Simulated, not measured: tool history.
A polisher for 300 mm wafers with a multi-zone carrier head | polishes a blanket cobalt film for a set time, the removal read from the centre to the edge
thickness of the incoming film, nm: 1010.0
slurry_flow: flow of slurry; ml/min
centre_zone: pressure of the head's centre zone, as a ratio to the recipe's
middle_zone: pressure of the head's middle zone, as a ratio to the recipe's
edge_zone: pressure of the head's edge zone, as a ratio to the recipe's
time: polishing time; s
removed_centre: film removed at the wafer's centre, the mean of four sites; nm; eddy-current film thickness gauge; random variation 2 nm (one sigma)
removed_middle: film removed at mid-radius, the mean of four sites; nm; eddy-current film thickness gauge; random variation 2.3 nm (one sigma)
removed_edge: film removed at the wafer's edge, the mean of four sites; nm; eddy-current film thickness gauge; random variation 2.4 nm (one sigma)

Run 1, hour 0.0: slurry_flow 310 ml/min, centre_zone 1.00, middle_zone 1.00, edge_zone 1.00, time 57 s. Result: removed_centre 260.18 nm, removed_middle 249.24 nm, removed_edge 256.82 nm.
Run 2, hour 7.9: slurry_flow 310 ml/min, centre_zone 1.01, middle_zone 0.99, edge_zone 0.98, time 53 s. Result: removed_centre 240.94 nm, removed_middle 235.73 nm, removed_edge 236.99 nm.
Run 3, hour 14.5: slurry_flow 310 ml/min, centre_zone 1.04, middle_zone 0.97, edge_zone 0.97, time 50 s. Result: removed_centre 235.89 nm, removed_middle 214.63 nm, removed_edge 231.39 nm.
Run 4, hour 20.2: slurry_flow 315 ml/min, centre_zone 1.07, middle_zone 0.98, edge_zone 0.94, time 47 s. Result: removed_centre 230.76 nm, removed_middle 202.93 nm, removed_edge 205.39 nm.
Run 5, hour 25.0: slurry_flow 315 ml/min, centre_zone 1.07, middle_zone 0.97, edge_zone 0.93, time 45 s. Result: removed_centre 216.14 nm, removed_middle 198.92 nm, removed_edge 196.71 nm.
Run 6, hour 31.8: slurry_flow 315 ml/min, centre_zone 1.07, middle_zone 0.97, edge_zone 1.01, time 45 s. Result: removed_centre 216.63 nm, removed_middle 190.12 nm, removed_edge 203.14 nm.
Run 7, hour 34.5: slurry_flow 315 ml/min, centre_zone 1.07, middle_zone 0.97, edge_zone 1.01, time 45 s. Result: removed_centre 217.15 nm, removed_middle 193.34 nm, removed_edge 201.96 nm.

Forecast run 8:
Run 8, hour 39.6: slurry_flow 315 ml/min, centre_zone 1.08, middle_zone 0.97, edge_zone 1.01, time 43 s. Result: removed_centre ?, removed_middle ?, removed_edge ?.

{"run 8": {"removed_centre": 211.45, "removed_middle": 179.19, "removed_edge": 199.43}}
